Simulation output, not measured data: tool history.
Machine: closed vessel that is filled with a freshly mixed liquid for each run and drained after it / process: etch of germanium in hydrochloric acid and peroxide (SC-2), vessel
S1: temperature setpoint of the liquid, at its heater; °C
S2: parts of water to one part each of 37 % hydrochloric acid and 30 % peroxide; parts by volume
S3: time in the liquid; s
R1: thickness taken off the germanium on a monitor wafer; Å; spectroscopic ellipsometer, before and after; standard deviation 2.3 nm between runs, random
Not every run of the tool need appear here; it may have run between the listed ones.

run 1 hour=0 | S1=53 S2=6.5 S3=90 | R1=3956.9
run 2 hour=5.5 | S1=53 S2=8 S3=90 | R1=3816.1
run 3 hour=13.5 | S1=53 S2=9.5 S3=90 | R1=3856.8
run 4 hour=14.8 | S1=51 S2=9.5 S3=90 | R1=3621.1
run 5 hour=21.6 | S1=49.5 S2=9.5 S3=90 | R1=3431.3
run 6 hour=23.1 | S1=56.5 S2=9.5 S3=90 | R1=4260.8
run 7 hour=31.5 | S1=54 S2=9.5 S3=90 | R1=3982.4
run 8 hour=35.8 | S1=52 S2=9.5 S3=90 | R1=3673.8
run 9 hour=36.8 | S1=50.5 S2=9.5 S3=90 | R1=3548.3

Expected results for the next run?
run 10 hour=38.7 | S1=42.5 S2=10 S3=90 | R1=?

{"run 10": {"R1": 2781.2}}
